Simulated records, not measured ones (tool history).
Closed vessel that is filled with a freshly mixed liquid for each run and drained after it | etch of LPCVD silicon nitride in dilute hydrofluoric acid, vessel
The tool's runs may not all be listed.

| run | hour | temperature setpoint of the liquid (°C) | parts of water to one part of 49 % hydrofluoric acid (parts by volume) | time in the liquid (s) | thickness taken off the LPCVD silicon nitride on a monitor wafer (angstrom) |
|---|---|---|---|---|---|
| 1 | 0.0 | 26.0 | 70 | 2725 | 279.04 |
| 2 | 6.2 | 27.0 | 70 | 2725 | 301.62 |
| 3 | 15.4 | 30.5 | 70 | 2725 | 376.47 |
| 4 | 22.5 | 30.5 | 90 | 2725 | 294.48 |
| 5 | 26.3 | 29.0 | 90 | 2725 | 266.42 |
| 6 | 32.9 | 29.0 | 90 | 2910 | 283.09 |
| 7 | 42.5 | 30.0 | 90 | 2910 | 301.78 |
| 8 | 47.2 | 31.0 | 90 | 2910 | 318.72 |
| 9 | 52.1 | 31.5 | 90 | 2910 | 338.10 |
| 10 | 55.7 | 32.0 | 90 | 2910 | 343.72 |
| 11 | 59.5 | 32.5 | 90 | 2910 | 348.94 |

Forecast run 12:
| 12 | 67.4 | 33.0 | 90 | 2910 | ? |

{"run 12": {"thickness taken off the LPCVD silicon nitride on a monitor wafer (angstrom)": 359.73}}
